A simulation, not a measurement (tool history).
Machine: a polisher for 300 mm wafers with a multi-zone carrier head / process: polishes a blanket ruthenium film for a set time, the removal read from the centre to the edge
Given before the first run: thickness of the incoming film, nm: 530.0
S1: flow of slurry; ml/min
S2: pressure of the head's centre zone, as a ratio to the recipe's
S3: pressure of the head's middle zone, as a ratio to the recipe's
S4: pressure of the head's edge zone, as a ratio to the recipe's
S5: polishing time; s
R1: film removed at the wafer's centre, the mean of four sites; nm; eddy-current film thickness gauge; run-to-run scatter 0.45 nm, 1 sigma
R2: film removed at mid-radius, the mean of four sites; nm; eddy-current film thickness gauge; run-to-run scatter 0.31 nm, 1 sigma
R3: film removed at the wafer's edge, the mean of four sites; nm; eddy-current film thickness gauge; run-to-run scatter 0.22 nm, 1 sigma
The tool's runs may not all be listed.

run	hour	S1	S2	S3	S4	S5	R1	R2	R3
1	0.0	220	1.00	1.00	1.00	44	48.695	47.557	47.988
2	4.3	220	1.00	1.04	1.00	44	48.502	50.344	48.040
3	6.5	220	1.00	1.02	0.96	40	44.777	43.800	43.208
4	7.3	220	0.92	1.02	0.96	40	40.668	44.054	42.730
5	14.3	220	0.94	1.02	0.93	37	37.590	40.507	39.178
6	18.5	220	0.97	1.02	0.90	35	37.925	39.023	36.864
7	22.0	215	0.97	1.00	0.88	34	36.328	36.598	35.682
8	28.6	210	0.98	1.00	0.86	33	35.177	36.439	34.094

What will run 9 give?
9	30.7	210	0.98	1.00	0.86	33	?	?	?

R1: 35.295 nm
R2: 35.527 nm
R3: 33.530 nm

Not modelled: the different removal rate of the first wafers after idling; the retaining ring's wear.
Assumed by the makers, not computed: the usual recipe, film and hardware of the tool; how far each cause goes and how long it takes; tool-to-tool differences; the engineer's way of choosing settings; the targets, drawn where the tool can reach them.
